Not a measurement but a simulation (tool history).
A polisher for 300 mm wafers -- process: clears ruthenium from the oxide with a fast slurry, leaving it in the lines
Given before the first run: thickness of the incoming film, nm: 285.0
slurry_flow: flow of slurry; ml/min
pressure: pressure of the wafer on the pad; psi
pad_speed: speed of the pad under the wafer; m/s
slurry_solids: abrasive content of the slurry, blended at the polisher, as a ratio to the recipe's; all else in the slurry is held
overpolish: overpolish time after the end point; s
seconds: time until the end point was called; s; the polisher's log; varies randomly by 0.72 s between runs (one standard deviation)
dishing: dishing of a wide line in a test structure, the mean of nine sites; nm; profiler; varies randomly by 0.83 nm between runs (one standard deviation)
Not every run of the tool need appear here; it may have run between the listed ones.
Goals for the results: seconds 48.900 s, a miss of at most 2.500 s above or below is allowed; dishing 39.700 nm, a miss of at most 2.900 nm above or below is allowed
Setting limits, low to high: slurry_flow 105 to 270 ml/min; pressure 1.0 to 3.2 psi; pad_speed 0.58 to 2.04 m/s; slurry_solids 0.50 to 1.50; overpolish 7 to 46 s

run 1 hour=0.0 | slurry_flow=175 pressure=2.1 pad_speed=1.30 slurry_solids=1.00 overpolish=24 | seconds=71.701 dishing=57.684
run 2 hour=7.6 | slurry_flow=200 pressure=2.1 pad_speed=1.30 slurry_solids=1.00 overpolish=24 | seconds=72.254 dishing=59.479
run 3 hour=8.4 | slurry_flow=200 pressure=2.1 pad_speed=1.30 slurry_solids=1.00 overpolish=18 | seconds=71.524 dishing=44.921
run 4 hour=16.0 | slurry_flow=200 pressure=2.1 pad_speed=1.54 slurry_solids=1.00 overpolish=18 | seconds=61.396 dishing=53.678
run 5 hour=20.1 | slurry_flow=195 pressure=2.2 pad_speed=1.52 slurry_solids=1.05 overpolish=15 | seconds=57.579 dishing=47.398
run 6 hour=22.3 | slurry_flow=195 pressure=2.3 pad_speed=1.52 slurry_solids=1.05 overpolish=13 | seconds=54.520 dishing=46.654
run 7 hour=30.0 | slurry_flow=195 pressure=2.3 pad_speed=1.52 slurry_solids=1.05 overpolish=12 | seconds=55.124 dishing=39.436
run 8 hour=36.9 | slurry_flow=195 pressure=2.4 pad_speed=1.52 slurry_solids=1.05 overpolish=12 | seconds=53.026 dishing=43.470
run 9 hour=40.5 | slurry_flow=195 pressure=2.4 pad_speed=1.52 slurry_solids=1.05 overpolish=11 | seconds=54.042 dishing=41.308
run 10 hour=41.6 | slurry_flow=200 pressure=2.6 pad_speed=1.54 slurry_solids=1.05 overpolish=7 | seconds=48.275 dishing=29.258
run 11 hour=45.7 | slurry_flow=195 pressure=2.5 pad_speed=1.58 slurry_solids=1.05 overpolish=7 | seconds=49.886 dishing=28.552
run 12 hour=51.5 | slurry_flow=195 pressure=2.5 pad_speed=1.58 slurry_solids=1.05 overpolish=18 | seconds=50.551 dishing=62.505

5 next moves are on the table. One of them brings every result within its allowed miss. Which?
run A hour=57.3 | slurry_flow=250 pressure=2.3 pad_speed=1.60 slurry_solids=1.20 overpolish=27 | seconds=? dishing=?
run B hour=57.3 | slurry_flow=190 pressure=2.4 pad_speed=1.76 slurry_solids=0.95 overpolish=10 | seconds=? dishing=?
run C hour=57.3 | slurry_flow=245 pressure=2.2 pad_speed=1.70 slurry_solids=1.05 overpolish=8 | seconds=? dishing=?
run D hour=57.3 | slurry_flow=205 pressure=2.3 pad_speed=1.66 slurry_solids=1.00 overpolish=9 | seconds=? dishing=?
run E hour=57.3 | slurry_flow=205 pressure=2.5 pad_speed=1.50 slurry_solids=1.00 overpolish=14 | seconds=? dishing=?

move=A seconds=46.600 dishing=79.901
move=B seconds=47.446 dishing=39.140
move=C seconds=49.089 dishing=31.541
move=D seconds=50.400 dishing=34.095
move=E seconds=51.298 dishing=48.075
A: the biggest miss grows against the last run
B: hits every target within its allowed miss
C: takes the result that was furthest off past its target
D: takes the result that was furthest off past its target
E: gains on the last run, yet a result remains outside its allowed miss
B meets every target.

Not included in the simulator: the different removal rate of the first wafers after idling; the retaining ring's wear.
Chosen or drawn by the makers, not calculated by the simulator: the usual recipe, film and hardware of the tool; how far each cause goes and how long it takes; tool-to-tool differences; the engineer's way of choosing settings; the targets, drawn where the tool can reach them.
